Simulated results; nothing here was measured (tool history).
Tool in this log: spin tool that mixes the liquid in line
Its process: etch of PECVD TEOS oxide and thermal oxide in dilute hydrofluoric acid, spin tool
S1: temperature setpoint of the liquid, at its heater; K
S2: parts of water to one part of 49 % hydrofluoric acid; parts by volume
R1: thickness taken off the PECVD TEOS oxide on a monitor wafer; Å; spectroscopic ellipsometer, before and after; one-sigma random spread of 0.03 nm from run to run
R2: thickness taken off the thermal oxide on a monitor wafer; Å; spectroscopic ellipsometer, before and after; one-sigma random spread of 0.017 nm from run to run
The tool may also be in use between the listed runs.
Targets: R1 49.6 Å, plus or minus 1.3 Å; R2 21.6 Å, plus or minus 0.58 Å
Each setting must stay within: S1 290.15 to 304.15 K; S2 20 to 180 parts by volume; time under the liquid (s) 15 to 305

{"run": 1, "hour": 0.0, "S1": 296.15, "S2": 100, "time under the liquid (s)": 155, "R1": 152.28, "R2": 67.337}
{"run": 2, "hour": 4.8, "S1": 296.15, "S2": 100, "time under the liquid (s)": 100, "R1": 98.881, "R2": 42.55}
{"run": 3, "hour": 9.4, "S1": 298.15, "S2": 100, "time under the liquid (s)": 100, "R1": 106.46, "R2": 46.148}
{"run": 4, "hour": 15.6, "S1": 300.15, "S2": 100, "time under the liquid (s)": 100, "R1": 114.11, "R2": 49.842}
{"run": 5, "hour": 20.8, "S1": 297.65, "S2": 100, "time under the liquid (s)": 100, "R1": 105.16, "R2": 44.971}
{"run": 6, "hour": 22.3, "S1": 296.65, "S2": 110, "time under the liquid (s)": 100, "R1": 89.551, "R2": 39.392}
{"run": 7, "hour": 26.8, "S1": 295.65, "S2": 115, "time under the liquid (s)": 100, "R1": 82.38, "R2": 35.988}
{"run": 8, "hour": 35.3, "S1": 294.65, "S2": 120, "time under the liquid (s)": 100, "R1": 75.034, "R2": 33.043}
{"run": 9, "hour": 38.5, "S1": 294.15, "S2": 125, "time under the liquid (s)": 100, "R1": 70.764, "R2": 30.526}
{"run": 10, "hour": 42.0, "S1": 294.15, "S2": 125, "time under the liquid (s)": 100, "R1": 70.559, "R2": 30.755}
{"run": 11, "hour": 47.5, "S1": 293.65, "S2": 130, "time under the liquid (s)": 100, "R1": 66.069, "R2": 28.758}

Which one of the following 4 next-run settings gets every result inside its allowed miss? There is exactly one.
{"run": "A", "hour": 53.0, "S1": 293.15, "S2": 130, "time under the liquid (s)": 80, "R1": "?", "R2": "?"}
{"run": "B", "hour": 53.0, "S1": 297.65, "S2": 165, "time under the liquid (s)": 85, "R1": "?", "R2": "?"}
{"run": "C", "hour": 53.0, "S1": 291.65, "S2": 170, "time under the liquid (s)": 120, "R1": "?", "R2": "?"}
{"run": "D", "hour": 53.0, "S1": 291.65, "S2": 150, "time under the liquid (s)": 90, "R1": "?", "R2": "?"}

move=A R1=51.691 R2=22.51
move=B R1=49.617 R2=21.606
move=C R1=53.592 R2=23.338
move=D R1=46.467 R2=20.235
A: gains on the last run, yet a result remains outside its allowed miss
B: meets every target
C: gains on the last run, yet a result remains outside its allowed miss
D: the result that was furthest off in the last run now lies on the other side of its target
Move B is the one to make.
